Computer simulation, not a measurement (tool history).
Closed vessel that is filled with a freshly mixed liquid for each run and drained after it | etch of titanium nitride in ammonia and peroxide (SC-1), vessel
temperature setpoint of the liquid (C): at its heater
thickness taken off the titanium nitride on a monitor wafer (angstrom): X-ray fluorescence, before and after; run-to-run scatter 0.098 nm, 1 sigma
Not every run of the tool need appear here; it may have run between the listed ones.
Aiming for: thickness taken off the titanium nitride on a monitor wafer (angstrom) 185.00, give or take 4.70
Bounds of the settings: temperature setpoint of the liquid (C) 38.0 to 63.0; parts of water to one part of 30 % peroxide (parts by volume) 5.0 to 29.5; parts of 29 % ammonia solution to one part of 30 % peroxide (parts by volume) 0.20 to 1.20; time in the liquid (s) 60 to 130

| run | hour | temperature setpoint of the liquid (C) | parts of water to one part of 30 % peroxide (parts by volume) | parts of 29 % ammonia solution to one part of 30 % peroxide (parts by volume) | time in the liquid (s) | thickness taken off the titanium nitride on a monitor wafer (angstrom) |
|---|---|---|---|---|---|---|
| 1 | 0.0 | 47.0 | 16.5 | 0.85 | 130 | 92.47 |
| 2 | 3.6 | 48.5 | 16.5 | 0.85 | 130 | 100.37 |
| 3 | 11.7 | 51.5 | 16.5 | 0.85 | 130 | 125.26 |
| 4 | 15.1 | 51.5 | 16.5 | 1.15 | 130 | 132.10 |
|  | 20.3 | new drum of ammonia solution connected |
| 5 | 20.3 | 52.5 | 16.5 | 1.15 | 130 | 140.74 |
| 6 | 27.1 | 52.5 | 16.5 | 1.00 | 130 | 139.23 |
| 7 | 35.3 | 53.0 | 16.5 | 1.00 | 130 | 144.17 |
| 8 | 37.7 | 53.5 | 16.5 | 1.00 | 130 | 148.26 |
| 9 | 44.6 | 57.5 | 16.5 | 1.00 | 130 | 195.23 |

Below are 5 possible settings for the next run. Only one of them brings all results inside the allowed miss of their targets. Which is it?
| A | 51.5 | 58.0 | 18.0 | 1.20 | 130 | ? |
| B | 51.5 | 57.5 | 17.5 | 0.85 | 130 | ? |
| C | 51.5 | 54.0 | 13.0 | 0.95 | 130 | ? |
| D | 51.5 | 58.0 | 17.5 | 1.15 | 130 | ? |
| E | 51.5 | 57.0 | 18.0 | 0.95 | 130 | ? |

| move | thickness taken off the titanium nitride on a monitor wafer (angstrom) |
|---|---|
| A | 199.03 |
| B | 184.39 |
| C | 173.93 |
| D | 200.64 |
| E | 179.05 |
A: moves away from the targets compared with the last run
B: every result within its allowed miss
C: carries the result that was furthest off beyond its target, to the other side
D: moves away from the targets compared with the last run
E: carries the result that was furthest off beyond its target, to the other side
Go with B: it meets all targets.

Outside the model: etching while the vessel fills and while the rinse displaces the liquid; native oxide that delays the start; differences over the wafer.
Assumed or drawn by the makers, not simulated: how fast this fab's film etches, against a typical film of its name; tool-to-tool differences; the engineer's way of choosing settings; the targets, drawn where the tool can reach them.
